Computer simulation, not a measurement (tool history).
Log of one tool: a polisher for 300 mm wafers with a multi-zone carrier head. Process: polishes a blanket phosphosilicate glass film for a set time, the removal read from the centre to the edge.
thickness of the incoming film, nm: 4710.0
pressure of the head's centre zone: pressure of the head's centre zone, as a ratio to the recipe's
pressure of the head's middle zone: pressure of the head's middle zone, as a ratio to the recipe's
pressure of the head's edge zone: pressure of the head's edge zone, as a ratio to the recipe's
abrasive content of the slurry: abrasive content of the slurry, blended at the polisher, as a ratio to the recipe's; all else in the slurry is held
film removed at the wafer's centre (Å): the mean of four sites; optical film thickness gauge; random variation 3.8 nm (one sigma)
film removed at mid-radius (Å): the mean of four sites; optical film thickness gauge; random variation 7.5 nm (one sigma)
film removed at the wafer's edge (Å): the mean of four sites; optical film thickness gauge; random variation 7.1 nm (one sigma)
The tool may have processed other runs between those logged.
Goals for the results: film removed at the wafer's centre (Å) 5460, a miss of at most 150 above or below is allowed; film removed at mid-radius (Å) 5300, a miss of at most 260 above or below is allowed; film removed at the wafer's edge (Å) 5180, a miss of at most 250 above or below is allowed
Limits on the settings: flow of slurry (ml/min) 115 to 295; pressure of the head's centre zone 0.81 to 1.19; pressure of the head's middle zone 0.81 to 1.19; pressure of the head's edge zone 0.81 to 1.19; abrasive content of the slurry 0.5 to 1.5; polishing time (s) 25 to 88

| run | hour | flow of slurry (ml/min) | pressure of the head's centre zone | pressure of the head's middle zone | pressure of the head's edge zone | abrasive content of the slurry | polishing time (s) | film removed at the wafer's centre (Å) | film removed at mid-radius (Å) | film removed at the wafer's edge (Å) |
|---|---|---|---|---|---|---|---|---|---|---|
| 1 | 0 | 190 | 1 | 1 | 1 | 1 | 56 | 4244.2 | 4174.7 | 4040.3 |
| 2 | 4.8 | 195 | 1.01 | 1.01 | 1.02 | 1.05 | 56 | 4417.6 | 4320.4 | 4195.7 |
| 3 | 8.2 | 200 | 1.02 | 1.02 | 1.04 | 1.1 | 56 | 4641 | 4479.4 | 4461.4 |
| 4 | 12.8 | 200 | 1.06 | 1.02 | 1.04 | 1.1 | 56 | 4806.8 | 4457.7 | 4450.3 |
| 5 | 17.2 | 210 | 1.07 | 1.04 | 1.05 | 1.1 | 56 | 4883.2 | 4542.7 | 4351.5 |
| 6 | 19 | 210 | 1.07 | 1.04 | 1.13 | 1.1 | 56 | 4774.5 | 4566.3 | 4574.8 |
| 7 | 19.5 | 215 | 1.07 | 1.05 | 1.14 | 1.15 | 56 | 4924.6 | 4722.6 | 4583.1 |
| 8 | 21.1 | 210 | 1.07 | 1.05 | 1.14 | 1.2 | 56 | 5016.1 | 4882.9 | 4855.8 |
| 9 | 27.1 | 210 | 1.07 | 1.05 | 1.14 | 1.2 | 56 | 5050.8 | 4908.3 | 4803.9 |
|  | 34 | edge zone pressure recalibrated |
| 10 | 34 | 215 | 1.08 | 1.05 | 1.16 | 1.25 | 56 | 5176.4 | 4941.2 | 5073.8 |
| 11 | 42.3 | 215 | 1.08 | 1.05 | 1.16 | 1.25 | 56 | 5191.4 | 5024.6 | 5077.4 |
| 12 | 46.9 | 215 | 1.08 | 1.05 | 1.16 | 1.25 | 56 | 5214.1 | 5008.8 | 5075.3 |
| 13 | 53.2 | 220 | 1.08 | 1.06 | 1.16 | 1.25 | 56 | 5180.3 | 4931.5 | 5104.4 |
| 14 | 55.1 | 215 | 1.09 | 1.07 | 1.16 | 1.25 | 56 | 5211.6 | 4999.1 | 5011.3 |
| 15 | 62 | 215 | 1.09 | 1.07 | 1.16 | 1.25 | 56 | 5228 | 5072.6 | 4980.3 |

4 candidate next runs follow, results not yet known. Just one meets every target within its allowed miss. Identify it.
| A | 68.9 | 200 | 1.13 | 1.19 | 1.13 | 1 | 67 | ? | ? | ? |
| B | 68.9 | 240 | 1.1 | 1.19 | 1.06 | 1.05 | 66 | ? | ? | ? |
| C | 68.9 | 235 | 1.08 | 1.07 | 1.09 | 1.5 | 54 | ? | ? | ? |
| D | 68.9 | 230 | 1.05 | 1.09 | 1.15 | 1.25 | 65 | ? | ? | ? |

| move | film removed at the wafer's centre (Å) | film removed at mid-radius (Å) | film removed at the wafer's edge (Å) |
|---|---|---|---|
| A | 5702.3 | 5723.4 | 5330.8 |
| B | 5807.5 | 5934 | 5334.7 |
| C | 5515.6 | 5220.9 | 5219.4 |
| D | 5996.1 | 5889.5 | 5942.9 |
A: takes the result that was furthest off past its target
B: takes the result that was furthest off past its target
C: every result within its allowed miss
D: takes the result that was furthest off past its target
Correct choice: C, which meets every target

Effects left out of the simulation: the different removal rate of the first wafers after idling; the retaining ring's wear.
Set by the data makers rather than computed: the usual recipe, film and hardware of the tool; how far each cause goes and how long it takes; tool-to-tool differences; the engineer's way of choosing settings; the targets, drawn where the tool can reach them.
